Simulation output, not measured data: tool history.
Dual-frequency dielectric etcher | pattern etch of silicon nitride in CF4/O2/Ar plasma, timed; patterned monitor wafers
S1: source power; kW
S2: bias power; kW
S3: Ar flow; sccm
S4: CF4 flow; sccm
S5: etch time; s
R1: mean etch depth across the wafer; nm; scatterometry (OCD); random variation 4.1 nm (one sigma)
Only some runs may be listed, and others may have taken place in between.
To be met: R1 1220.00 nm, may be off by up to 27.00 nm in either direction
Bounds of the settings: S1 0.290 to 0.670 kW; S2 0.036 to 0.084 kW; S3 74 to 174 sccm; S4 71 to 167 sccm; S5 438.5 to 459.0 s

Run 1, day 0.000: S1 0.480 kW, S2 0.060 kW, S3 124 sccm, S4 119 sccm, S5 438.5 s. Result: R1 857.54 nm.
Run 2, day 0.188: S1 0.520 kW, S2 0.061 kW, S3 124 sccm, S4 119 sccm, S5 438.5 s. Result: R1 941.56 nm.
Run 3, day 0.433: S1 0.520 kW, S2 0.051 kW, S3 124 sccm, S4 119 sccm, S5 438.5 s. Result: R1 841.04 nm.
Run 4, day 0.671: S1 0.520 kW, S2 0.051 kW, S3 108 sccm, S4 119 sccm, S5 438.5 s. Result: R1 856.61 nm.
Run 5, day 0.950: S1 0.550 kW, S2 0.053 kW, S3 107 sccm, S4 119 sccm, S5 438.5 s. Result: R1 931.17 nm.
Run 6, day 1.079: S1 0.480 kW, S2 0.053 kW, S3 107 sccm, S4 119 sccm, S5 438.5 s. Result: R1 812.29 nm.
Run 7, day 1.329: S1 0.520 kW, S2 0.054 kW, S3 107 sccm, S4 119 sccm, S5 438.5 s. Result: R1 883.42 nm.
Run 8, day 1.683: S1 0.550 kW, S2 0.055 kW, S3 107 sccm, S4 119 sccm, S5 438.5 s. Result: R1 950.32 nm.
Run 9, day 1.779: S1 0.570 kW, S2 0.055 kW, S3 107 sccm, S4 119 sccm, S5 438.5 s. Result: R1 992.80 nm.
Run 10, day 2.029: S1 0.590 kW, S2 0.055 kW, S3 107 sccm, S4 119 sccm, S5 438.5 s. Result: R1 1020.80 nm.
Run 11, day 2.221: S1 0.610 kW, S2 0.056 kW, S3 107 sccm, S4 119 sccm, S5 438.5 s. Result: R1 1064.90 nm.
Run 12, day 2.367: S1 0.620 kW, S2 0.057 kW, S3 107 sccm, S4 119 sccm, S5 438.5 s. Result: R1 1101.90 nm.

Consider the 5 candidate settings below. Which is the only one whose results all fall within their allowed miss of target?
Run A, day 2.512: S1 0.590 kW, S2 0.050 kW, S3 75 sccm, S4 129 sccm, S5 438.5 s. Result: R1 ?.
Run B, day 2.512: S1 0.550 kW, S2 0.054 kW, S3 98 sccm, S4 129 sccm, S5 440.5 s. Result: R1 ?.
Run C, day 2.512: S1 0.530 kW, S2 0.063 kW, S3 140 sccm, S4 112 sccm, S5 459.0 s. Result: R1 ?.
Run D, day 2.512: S1 0.640 kW, S2 0.057 kW, S3 109 sccm, S4 126 sccm, S5 445.0 s. Result: R1 ?.
Run E, day 2.512: S1 0.650 kW, S2 0.060 kW, S3 115 sccm, S4 111 sccm, S5 456.5 s. Result: R1 ?.

move       R1
   A  1009.60
   B   963.17
   C  1008.80
   D  1155.80
   E  1220.40
A: moves away from the targets compared with the last run
B: moves away from the targets compared with the last run
C: moves away from the targets compared with the last run
D: closer than the last run, but not yet in spec
E: hits every target within its allowed miss
The right move is E.
